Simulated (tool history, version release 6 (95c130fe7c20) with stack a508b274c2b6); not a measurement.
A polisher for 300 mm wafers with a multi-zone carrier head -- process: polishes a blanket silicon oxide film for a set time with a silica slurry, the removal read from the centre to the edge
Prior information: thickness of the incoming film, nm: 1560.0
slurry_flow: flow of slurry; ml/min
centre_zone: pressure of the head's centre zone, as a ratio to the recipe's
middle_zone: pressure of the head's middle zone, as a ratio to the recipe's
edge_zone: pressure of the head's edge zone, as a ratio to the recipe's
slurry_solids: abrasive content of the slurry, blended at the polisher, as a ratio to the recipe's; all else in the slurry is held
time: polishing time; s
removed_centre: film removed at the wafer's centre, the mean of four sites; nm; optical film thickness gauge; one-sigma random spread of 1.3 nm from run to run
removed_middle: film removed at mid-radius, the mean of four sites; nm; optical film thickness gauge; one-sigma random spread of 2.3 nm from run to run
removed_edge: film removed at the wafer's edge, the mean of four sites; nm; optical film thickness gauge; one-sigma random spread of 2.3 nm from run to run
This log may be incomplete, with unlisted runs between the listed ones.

{"run": 1, "hour": 0.0, "slurry_flow": 210, "centre_zone": 1, "middle_zone": 1, "edge_zone": 1, "slurry_solids": 1, "time": 75, "removed_centre": 219.64, "removed_middle": 209.16, "removed_edge": 212.83}
{"run": 2, "hour": 7.4, "slurry_flow": 205, "centre_zone": 0.97, "middle_zone": 1, "edge_zone": 0.97, "slurry_solids": 0.9, "time": 75, "removed_centre": 201.67, "removed_middle": 200.01, "removed_edge": 204.24}
{"run": 3, "hour": 16.4, "slurry_flow": 210, "centre_zone": 0.97, "middle_zone": 1.02, "edge_zone": 0.95, "slurry_solids": 0.8, "time": 74, "removed_centre": 179.44, "removed_middle": 181.91, "removed_edge": 180.4}
{"run": 4, "hour": 21.0, "slurry_flow": 210, "centre_zone": 0.97, "middle_zone": 1.1, "edge_zone": 0.95, "slurry_solids": 0.8, "time": 74, "removed_centre": 179.88, "removed_middle": 194.35, "removed_edge": 176.56}
{"run": 5, "hour": 28.2, "slurry_flow": 205, "centre_zone": 0.96, "middle_zone": 1.08, "edge_zone": 0.93, "slurry_solids": 0.75, "time": 74, "removed_centre": 164.76, "removed_middle": 177.48, "removed_edge": 163.02}
{"run": 6, "hour": 31.6, "slurry_flow": 200, "centre_zone": 0.95, "middle_zone": 1.07, "edge_zone": 0.93, "slurry_solids": 0.75, "time": 74, "removed_centre": 163.97, "removed_middle": 175.06, "removed_edge": 165.76}
{"run": 7, "hour": 35.1, "slurry_flow": 195, "centre_zone": 0.95, "middle_zone": 1.07, "edge_zone": 0.93, "slurry_solids": 0.75, "time": 74, "removed_centre": 161.39, "removed_middle": 171.67, "removed_edge": 166.11}
{"run": 8, "hour": 41.6, "slurry_flow": 195, "centre_zone": 0.95, "middle_zone": 1.08, "edge_zone": 0.93, "slurry_solids": 0.75, "time": 74, "removed_centre": 163.48, "removed_middle": 176.62, "removed_edge": 168.18}

Predict the results of run 9:
{"run": 9, "hour": 50.3, "slurry_flow": 190, "centre_zone": 0.95, "middle_zone": 1.08, "edge_zone": 0.92, "slurry_solids": 0.75, "time": 74, "removed_centre": "?", "removed_middle": "?", "removed_edge": "?"}

removed_centre: 163.84 nm
removed_middle: 177.36 nm
removed_edge: 164.95 nm
